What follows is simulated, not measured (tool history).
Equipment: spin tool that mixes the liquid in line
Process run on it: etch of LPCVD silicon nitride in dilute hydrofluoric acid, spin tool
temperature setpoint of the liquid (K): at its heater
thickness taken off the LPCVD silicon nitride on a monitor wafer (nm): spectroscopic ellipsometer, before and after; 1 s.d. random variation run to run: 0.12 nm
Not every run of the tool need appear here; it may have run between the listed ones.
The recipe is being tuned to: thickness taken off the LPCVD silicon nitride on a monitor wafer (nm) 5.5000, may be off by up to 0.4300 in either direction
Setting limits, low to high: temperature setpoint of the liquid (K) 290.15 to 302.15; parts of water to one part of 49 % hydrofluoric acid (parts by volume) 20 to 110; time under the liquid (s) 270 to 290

run	day	temperature setpoint of the liquid (K)	parts of water to one part of 49 % hydrofluoric acid (parts by volume)	time under the liquid (s)	thickness taken off the LPCVD silicon nitride on a monitor wafer (nm)
1	0.000	294.15	60	270	1.6317
2	0.038	295.15	55	270	1.8562
3	0.071	296.15	50	270	2.1650
4	0.142	296.65	45	270	2.5427
# day 0.421: thermometer replaced
5	0.421	298.65	45	270	3.2954
6	0.742	297.15	45	270	3.0580
7	0.988	297.65	45	270	3.0617
8	1.142	298.15	45	270	3.1527
9	1.167	298.65	45	270	3.3109
10	1.433	299.15	45	270	3.3577
11	1.671	299.65	45	270	3.6374
12	1.846	302.15	30	275	6.5174
13	1.942	301.15	30	275	6.0627

Which of these 5 next moves meets every target?
A	2.038	301.65	30	275	?
B	2.038	302.15	30	270	?
C	2.038	302.15	30	285	?
D	2.038	300.65	30	270	?
E	2.038	300.65	25	270	?

move	thickness taken off the LPCVD silicon nitride on a monitor wafer (nm)
A	6.1717
B	6.2623
C	6.6102
D	5.6712
E	6.7652
A: misses by more than the last run did
B: misses by more than the last run did
C: misses by more than the last run did
D: each result inside its tolerance
E: misses by more than the last run did
So the answer is move D, the one that meets all the targets.
